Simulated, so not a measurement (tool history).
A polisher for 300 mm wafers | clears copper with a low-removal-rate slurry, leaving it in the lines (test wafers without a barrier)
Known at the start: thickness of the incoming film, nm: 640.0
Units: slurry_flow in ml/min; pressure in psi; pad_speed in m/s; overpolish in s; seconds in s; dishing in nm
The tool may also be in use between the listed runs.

run	hour	slurry_flow	pressure	pad_speed	slurry_solids	overpolish	seconds	dishing
1	0.0	195	3.2	1.38	1.0	29	148.46	65.589
2	5.2	180	3.2	1.38	1.0	29	147.30	64.789
3	12.3	180	3.8	1.38	1.0	29	123.59	77.084
4	16.8	180	3.4	1.26	1.0	30	150.14	69.351
5	17.9	205	3.4	1.26	1.0	30	146.62	68.244
6	24.2	200	3.0	1.14	1.0	30	183.83	56.820
7	31.7	195	2.7	1.06	1.0	31	216.66	50.861
8	36.8	190	2.5	1.00	1.0	32	251.55	48.316
9	43.4	185	2.3	0.98	1.0	32	275.54	45.825
10	48.7	180	2.1	0.96	1.0	31	308.00	38.249
11	51.9	170	2.0	0.96	1.0	32	332.01	38.080
12	55.8	160	1.9	0.96	1.0	32	341.47	35.846
13	60.4	155	1.8	0.96	1.0	33	354.99	34.310
14	66.9	150	1.7	0.96	1.0	34	388.09	35.292

Forecast run 15:
15	70.9	145	1.7	0.96	1.0	34	?	?

Run 15 gave seconds 392.03 s, dishing 34.563 nm.
